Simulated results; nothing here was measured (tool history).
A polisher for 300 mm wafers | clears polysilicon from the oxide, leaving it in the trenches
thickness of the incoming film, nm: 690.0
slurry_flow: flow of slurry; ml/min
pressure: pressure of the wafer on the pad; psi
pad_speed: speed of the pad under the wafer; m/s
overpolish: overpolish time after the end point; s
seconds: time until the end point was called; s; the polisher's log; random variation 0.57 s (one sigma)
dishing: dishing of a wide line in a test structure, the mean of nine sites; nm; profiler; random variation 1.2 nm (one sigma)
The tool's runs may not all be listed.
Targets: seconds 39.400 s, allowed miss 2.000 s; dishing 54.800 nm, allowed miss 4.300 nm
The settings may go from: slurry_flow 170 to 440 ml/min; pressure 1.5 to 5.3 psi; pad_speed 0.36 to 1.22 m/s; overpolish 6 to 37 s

run  hour  slurry_flow  pressure  pad_speed  overpolish  seconds  dishing
  1   0.0          280       3.4       0.78          19   52.148   55.488
  2   5.0          280       2.9       0.78          19   60.372   54.034
  3   6.1          280       3.3       0.80          16   52.457   55.436
  4  11.2          280       3.3       0.64          16   66.771   54.342
  5  14.2          280       3.3       0.64          13   66.082   49.446
  6  15.3          240       3.3       0.64          13   66.422   50.792
  7  24.1          240       3.8       0.66          13   55.817   50.915
  8  26.8          245       4.1       0.66          15   51.580   53.811
  9  29.3          245       4.4       0.66          14   48.315   57.369
 10  37.8          225       4.6       0.68          11   45.947   52.339
 11  38.9          225       4.8       0.68          11   43.679   51.854
 12  46.8          225       4.9       0.68          12   43.129   55.923

Which of these 4 next moves meets every target?
  A  54.7          210       4.7       0.86          10        ?        ?
  B  54.7          170       4.3       0.88           6        ?        ?
  C  54.7          355       4.3       0.74           6        ?        ?
  D  54.7          180       4.7       0.80          12        ?        ?

move  seconds  dishing
   A   36.083   52.289
   B   39.900   44.823
   C   42.956   43.552
   D   39.703   52.859
A: takes the result that was furthest off past its target
B: brings the result that was furthest off to its target, and leaves another outside
C: further off than the last run
D: meets every target
The right move is D.
